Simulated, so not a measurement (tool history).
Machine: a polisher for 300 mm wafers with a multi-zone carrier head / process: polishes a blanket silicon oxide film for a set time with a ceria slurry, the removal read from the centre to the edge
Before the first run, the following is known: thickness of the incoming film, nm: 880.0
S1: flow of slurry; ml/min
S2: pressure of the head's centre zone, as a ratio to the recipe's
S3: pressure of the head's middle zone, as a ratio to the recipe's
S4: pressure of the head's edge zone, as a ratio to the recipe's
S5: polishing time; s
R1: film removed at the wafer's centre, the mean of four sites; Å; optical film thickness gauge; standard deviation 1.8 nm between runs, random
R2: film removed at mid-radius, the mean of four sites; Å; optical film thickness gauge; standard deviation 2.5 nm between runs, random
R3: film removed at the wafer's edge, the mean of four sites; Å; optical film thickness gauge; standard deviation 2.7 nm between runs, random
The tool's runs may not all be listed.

Run 1, hour 0.0: S1 190 ml/min, S2 1.00, S3 1.00, S4 1.00, S5 51 s. Result: R1 3955.6 Å, R2 3508.6 Å, R3 3487.9 Å.
Run 2, hour 2.4: S1 190 ml/min, S2 1.00, S3 1.00, S4 1.06, S5 51 s. Result: R1 3934.8 Å, R2 3545.8 Å, R3 3667.8 Å.
Run 3, hour 10.9: S1 160 ml/min, S2 1.00, S3 1.00, S4 1.06, S5 51 s. Result: R1 3791.5 Å, R2 3436.7 Å, R3 3551.3 Å.
Run 4, hour 13.0: S1 155 ml/min, S2 0.98, S3 0.99, S4 1.04, S5 50 s. Result: R1 3679.3 Å, R2 3309.8 Å, R3 3389.6 Å.
Run 5, hour 21.4: S1 155 ml/min, S2 0.98, S3 0.99, S4 1.12, S5 50 s. Result: R1 3670.1 Å, R2 3322.6 Å, R3 3570.8 Å.
At hour 30.0: centre zone pressure recalibrated.
Run 6, hour 30.0: S1 155 ml/min, S2 0.93, S3 0.99, S4 1.12, S5 50 s. Result: R1 3177.7 Å, R2 3290.5 Å, R3 3505.2 Å.

Predict the results of run 7:
Run 7, hour 38.6: S1 155 ml/min, S2 0.93, S3 0.99, S4 1.12, S5 50 s. Result: R1 ?, R2 ?, R3 ?.

R1: 3168.2 Å
R2: 3245.8 Å
R3: 3567.0 Å
